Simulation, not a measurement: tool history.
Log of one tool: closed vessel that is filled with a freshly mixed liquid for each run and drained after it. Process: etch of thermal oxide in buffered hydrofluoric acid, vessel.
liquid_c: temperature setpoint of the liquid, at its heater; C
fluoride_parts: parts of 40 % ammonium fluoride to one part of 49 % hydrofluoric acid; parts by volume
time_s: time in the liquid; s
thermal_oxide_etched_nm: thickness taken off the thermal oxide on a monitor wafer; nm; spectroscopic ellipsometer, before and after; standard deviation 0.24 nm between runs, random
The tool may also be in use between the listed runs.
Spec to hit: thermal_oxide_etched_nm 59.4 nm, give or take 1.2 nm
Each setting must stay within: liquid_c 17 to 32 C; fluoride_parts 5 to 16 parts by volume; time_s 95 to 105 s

run	hour	liquid_c	fluoride_parts	time_s	thermal_oxide_etched_nm
1	0	25	9.5	95	118.18
2	3	23	10	95	102.34
3	3.7	23	10	95	103.2
4	8.1	23	12.5	95	83.183
5	11.6	21.5	12.5	95	76.335
6	19.8	21.5	12.5	105	84.229
7	25.8	20.5	12.5	105	80
8	31	20.5	12.5	105	79.495
9	37.7	19.5	12.5	105	75.442
10	39	19	12.5	105	73.156
11	41.3	18.5	12.5	105	71.915

Next run, 4 choices. One meets every target within its allowed miss, the rest don't. Which?
A	43.6	17.5	13	105	?
B	43.6	17	14	95	?
C	43.6	19	14	95	?
D	43.6	17	7.5	95	?

move	thermal_oxide_etched_nm
A	65.084
B	53.229
C	59.565
D	96.333
A: nearer than the last run, and not there yet
B: carries the result that was furthest off beyond its target, to the other side
C: in spec on every target
D: moves away from the targets compared with the last run
Answer: C

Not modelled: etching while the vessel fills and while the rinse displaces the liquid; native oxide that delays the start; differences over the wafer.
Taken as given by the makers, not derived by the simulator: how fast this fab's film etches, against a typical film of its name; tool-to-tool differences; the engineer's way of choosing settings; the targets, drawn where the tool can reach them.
